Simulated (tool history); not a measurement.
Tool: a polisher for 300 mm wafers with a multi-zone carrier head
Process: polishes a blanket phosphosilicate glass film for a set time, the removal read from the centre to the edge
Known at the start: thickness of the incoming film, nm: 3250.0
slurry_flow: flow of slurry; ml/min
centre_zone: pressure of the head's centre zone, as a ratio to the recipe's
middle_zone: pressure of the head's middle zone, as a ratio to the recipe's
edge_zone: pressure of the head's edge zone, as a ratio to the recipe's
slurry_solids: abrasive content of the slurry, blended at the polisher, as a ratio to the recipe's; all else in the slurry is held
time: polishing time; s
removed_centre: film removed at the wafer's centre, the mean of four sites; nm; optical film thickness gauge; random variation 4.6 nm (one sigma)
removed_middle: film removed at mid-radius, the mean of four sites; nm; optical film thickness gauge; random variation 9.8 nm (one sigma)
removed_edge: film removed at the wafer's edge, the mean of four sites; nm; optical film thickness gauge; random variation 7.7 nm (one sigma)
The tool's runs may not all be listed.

{"run": 1, "hour": 0.0, "slurry_flow": 270, "centre_zone": 1.0, "middle_zone": 1.0, "edge_zone": 1.0, "slurry_solids": 1.0, "time": 73, "removed_centre": 806.79, "removed_middle": 792.82, "removed_edge": 808.52}
{"run": 2, "hour": 4.9, "slurry_flow": 270, "centre_zone": 1.0, "middle_zone": 1.0, "edge_zone": 0.94, "slurry_solids": 1.0, "time": 73, "removed_centre": 803.22, "removed_middle": 815.77, "removed_edge": 781.72}
{"run": 3, "hour": 10.7, "slurry_flow": 270, "centre_zone": 0.95, "middle_zone": 1.0, "edge_zone": 0.94, "slurry_solids": 1.0, "time": 73, "removed_centre": 765.03, "removed_middle": 807.95, "removed_edge": 792.4}
{"run": 4, "hour": 11.2, "slurry_flow": 270, "centre_zone": 0.95, "middle_zone": 1.0, "edge_zone": 0.94, "slurry_solids": 1.15, "time": 73, "removed_centre": 814.3, "removed_middle": 874.37, "removed_edge": 838.34}
{"run": 5, "hour": 16.0, "slurry_flow": 225, "centre_zone": 0.95, "middle_zone": 1.0, "edge_zone": 0.94, "slurry_solids": 1.15, "time": 73, "removed_centre": 794.68, "removed_middle": 820.09, "removed_edge": 817.77}
{"run": 6, "hour": 22.4, "slurry_flow": 215, "centre_zone": 0.96, "middle_zone": 0.99, "edge_zone": 0.92, "slurry_solids": 1.1, "time": 73, "removed_centre": 783.4, "removed_middle": 820.19, "removed_edge": 797.11}

The next listed run, before its measurement:
{"run": 7, "hour": 24.3, "slurry_flow": 290, "centre_zone": 1.06, "middle_zone": 0.89, "edge_zone": 0.87, "slurry_solids": 0.85, "time": 71, "removed_centre": "?", "removed_middle": "?", "removed_edge": "?"}

removed_centre: 769.26 nm
removed_middle: 662.04 nm
removed_edge: 685.01 nm
